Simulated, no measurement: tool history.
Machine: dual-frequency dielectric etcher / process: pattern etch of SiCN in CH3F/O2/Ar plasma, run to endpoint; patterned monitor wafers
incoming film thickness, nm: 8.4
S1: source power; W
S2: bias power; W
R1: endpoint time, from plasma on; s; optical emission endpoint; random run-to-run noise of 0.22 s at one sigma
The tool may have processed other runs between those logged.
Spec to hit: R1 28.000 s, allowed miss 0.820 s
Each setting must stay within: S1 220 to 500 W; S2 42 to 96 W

run 1 day=0.000 | S1=360 S2=69 | R1=24.522
run 2 day=0.238 | S1=340 S2=67 | R1=25.340
run 3 day=0.583 | S1=330 S2=66 | R1=25.903
run 4 day=0.917 | S1=360 S2=66 | R1=24.546
run 5 day=1.171 | S1=340 S2=65 | R1=25.522
run 6 day=1.467 | S1=330 S2=64 | R1=26.248
run 7 day=1.688 | S1=320 S2=64 | R1=26.511
run 8 day=1.725 | S1=280 S2=60 | R1=29.382

Exactly one of the 5 candidate moves below puts every result within its allowed miss. Which one?
run A day=1.762 | S1=250 S2=69 | R1=?
run B day=1.762 | S1=330 S2=55 | R1=?
run C day=1.762 | S1=340 S2=64 | R1=?
run D day=1.762 | S1=320 S2=66 | R1=?
run E day=1.762 | S1=290 S2=52 | R1=?

move=A R1=29.466
move=B R1=27.696
move=C R1=25.770
move=D R1=26.266
move=E R1=30.273
A: misses by more than the last run did
B: all results land within tolerance of their targets
C: carries the result that was furthest off beyond its target, to the other side
D: carries the result that was furthest off beyond its target, to the other side
E: misses by more than the last run did
Answer: B

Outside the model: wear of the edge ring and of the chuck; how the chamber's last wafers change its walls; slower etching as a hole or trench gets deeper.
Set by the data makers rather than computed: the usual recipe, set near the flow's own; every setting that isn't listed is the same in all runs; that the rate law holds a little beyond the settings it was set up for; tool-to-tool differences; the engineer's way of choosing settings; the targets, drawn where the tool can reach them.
